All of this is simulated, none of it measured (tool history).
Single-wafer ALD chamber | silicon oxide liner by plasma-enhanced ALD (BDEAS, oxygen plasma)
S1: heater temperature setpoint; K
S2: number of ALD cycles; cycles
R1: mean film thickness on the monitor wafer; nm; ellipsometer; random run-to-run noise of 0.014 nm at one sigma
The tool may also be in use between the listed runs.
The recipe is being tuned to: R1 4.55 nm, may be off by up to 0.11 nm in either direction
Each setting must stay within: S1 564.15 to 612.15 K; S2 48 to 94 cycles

run 1 hour=0 | S1=588.15 S2=71 | R1=5.9343
run 2 hour=7.3 | S1=589.15 S2=65 | R1=5.3925
run 3 hour=13.8 | S1=589.15 S2=62 | R1=5.1476
run 4 hour=18.6 | S1=589.15 S2=53 | R1=4.4087
run 5 hour=23.2 | S1=589.15 S2=49 | R1=4.0786
run 6 hour=31 | S1=589.15 S2=51 | R1=4.2425
run 7 hour=35.6 | S1=589.15 S2=52 | R1=4.3161
run 8 hour=44.1 | S1=589.15 S2=53 | R1=4.4127

Which of these 4 next moves meets every target?
run A hour=52.6 | S1=580.15 S2=51 | R1=?
run B hour=52.6 | S1=590.15 S2=55 | R1=?
run C hour=52.6 | S1=593.15 S2=52 | R1=?
run D hour=52.6 | S1=608.15 S2=54 | R1=?

move=A R1=4.2939
move=B R1=4.5562
move=C R1=4.2866
move=D R1=4.3419
A: its largest miss is bigger than the last run's
B: all results land within tolerance of their targets
C: its largest miss is bigger than the last run's
D: its largest miss is bigger than the last run's
Answer: B

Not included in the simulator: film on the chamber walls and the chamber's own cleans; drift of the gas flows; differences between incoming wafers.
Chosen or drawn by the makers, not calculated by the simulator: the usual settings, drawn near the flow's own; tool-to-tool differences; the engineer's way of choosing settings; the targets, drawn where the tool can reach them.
